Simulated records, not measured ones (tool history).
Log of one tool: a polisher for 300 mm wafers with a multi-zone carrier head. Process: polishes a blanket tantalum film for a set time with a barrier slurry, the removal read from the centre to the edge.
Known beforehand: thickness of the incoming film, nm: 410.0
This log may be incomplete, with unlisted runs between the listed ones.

| run | day | flow of slurry (ml/min) | pressure of the head's centre zone | pressure of the head's middle zone | pressure of the head's edge zone | abrasive content of the slurry | polishing time (s) | film removed at the wafer's centre (nm) | film removed at mid-radius (nm) | film removed at the wafer's edge (nm) |
|---|---|---|---|---|---|---|---|---|---|---|
| 1 | 0 | 135 | 1 | 1 | 1 | 1 | 70 | 66.51 | 66.961 | 67.798 |
| 2 | 0.242 | 135 | 1 | 0.92 | 1 | 1 | 70 | 66.89 | 62.163 | 67.948 |
| 3 | 0.288 | 120 | 1 | 0.92 | 1 | 1 | 70 | 64.383 | 60.834 | 63.52 |
| 4 | 0.454 | 120 | 1 | 0.92 | 1 | 0.85 | 70 | 62.295 | 56.985 | 62.859 |
| 5 | 0.779 | 145 | 1 | 0.97 | 1.06 | 0.9 | 71 | 65.547 | 65.179 | 68.4 |
| 6 | 1.033 | 145 | 1.06 | 0.97 | 1.06 | 0.9 | 71 | 70.982 | 65.298 | 67.941 |
|  | 1.117 | edge zone pressure recalibrated |
| 7 | 1.117 | 165 | 0.96 | 0.97 | 1.16 | 1.15 | 74 | 74.13 | 74.701 | 86.608 |
| 8 | 1.212 | 175 | 0.96 | 0.99 | 1.16 | 1.15 | 74 | 75.942 | 77.025 | 85.584 |

The next listed run, before its measurement:
| 9 | 1.55 | 180 | 0.95 | 1 | 1.17 | 1.2 | 74 | ? | ? | ? |

{"run 9": {"film removed at the wafer's centre (nm)": 74.88, "film removed at mid-radius (nm)": 78.117, "film removed at the wafer's edge (nm)": 87.838}}
